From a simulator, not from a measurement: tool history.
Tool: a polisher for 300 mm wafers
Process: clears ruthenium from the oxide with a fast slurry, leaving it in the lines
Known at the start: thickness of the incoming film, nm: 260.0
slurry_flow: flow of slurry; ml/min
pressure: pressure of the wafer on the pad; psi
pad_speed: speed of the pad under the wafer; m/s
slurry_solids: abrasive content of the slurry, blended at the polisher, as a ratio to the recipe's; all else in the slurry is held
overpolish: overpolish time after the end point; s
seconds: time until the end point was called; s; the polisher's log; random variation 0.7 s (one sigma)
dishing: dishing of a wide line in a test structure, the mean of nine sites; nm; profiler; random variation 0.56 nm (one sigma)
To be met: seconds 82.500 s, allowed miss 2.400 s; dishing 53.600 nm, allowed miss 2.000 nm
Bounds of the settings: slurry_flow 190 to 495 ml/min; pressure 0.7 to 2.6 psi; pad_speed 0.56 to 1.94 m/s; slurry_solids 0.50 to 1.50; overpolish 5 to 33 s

run 1 day=0.000 | slurry_flow=320 pressure=1.6 pad_speed=1.24 slurry_solids=1.00 overpolish=17 | seconds=87.306 dishing=38.036
run 2 day=0.117 | slurry_flow=320 pressure=1.6 pad_speed=1.24 slurry_solids=1.00 overpolish=18 | seconds=87.913 dishing=40.127
run 3 day=0.204 | slurry_flow=250 pressure=1.6 pad_speed=1.24 slurry_solids=1.00 overpolish=18 | seconds=87.250 dishing=38.717
run 4 day=0.388 | slurry_flow=250 pressure=1.6 pad_speed=1.24 slurry_solids=1.15 overpolish=18 | seconds=81.765 dishing=40.894
run 5 day=0.600 | slurry_flow=255 pressure=1.6 pad_speed=1.24 slurry_solids=1.15 overpolish=19 | seconds=82.852 dishing=43.619
run 6 day=0.783 | slurry_flow=255 pressure=1.8 pad_speed=1.24 slurry_solids=1.15 overpolish=19 | seconds=74.129 dishing=47.453
run 7 day=0.862 | slurry_flow=260 pressure=1.8 pad_speed=1.24 slurry_solids=1.15 overpolish=20 | seconds=73.875 dishing=48.551
run 8 day=1.033 | slurry_flow=260 pressure=1.8 pad_speed=1.24 slurry_solids=1.15 overpolish=21 | seconds=73.572 dishing=51.592
run 9 day=1.325 | slurry_flow=260 pressure=1.8 pad_speed=1.24 slurry_solids=1.15 overpolish=22 | seconds=74.866 dishing=52.923

5 next moves are on the table. One of them brings every result within its allowed miss. Which?
run A day=1.617 | slurry_flow=250 pressure=2.0 pad_speed=1.28 slurry_solids=1.15 overpolish=20 | seconds=? dishing=?
run B day=1.617 | slurry_flow=240 pressure=2.0 pad_speed=1.18 slurry_solids=1.20 overpolish=20 | seconds=? dishing=?
run C day=1.617 | slurry_flow=315 pressure=1.6 pad_speed=1.30 slurry_solids=1.35 overpolish=19 | seconds=? dishing=?
run D day=1.617 | slurry_flow=190 pressure=2.1 pad_speed=1.02 slurry_solids=1.10 overpolish=25 | seconds=? dishing=?
run E day=1.617 | slurry_flow=240 pressure=1.7 pad_speed=1.52 slurry_solids=1.15 overpolish=19 | seconds=? dishing=?

move=A seconds=65.480 dishing=54.154
move=B seconds=69.585 dishing=51.768
move=C seconds=71.218 dishing=48.932
move=D seconds=81.523 dishing=54.313
move=E seconds=63.739 dishing=53.191
A: further off than the last run
B: further off than the last run
C: further off than the last run
D: meets every target
E: further off than the last run
The right move is D.
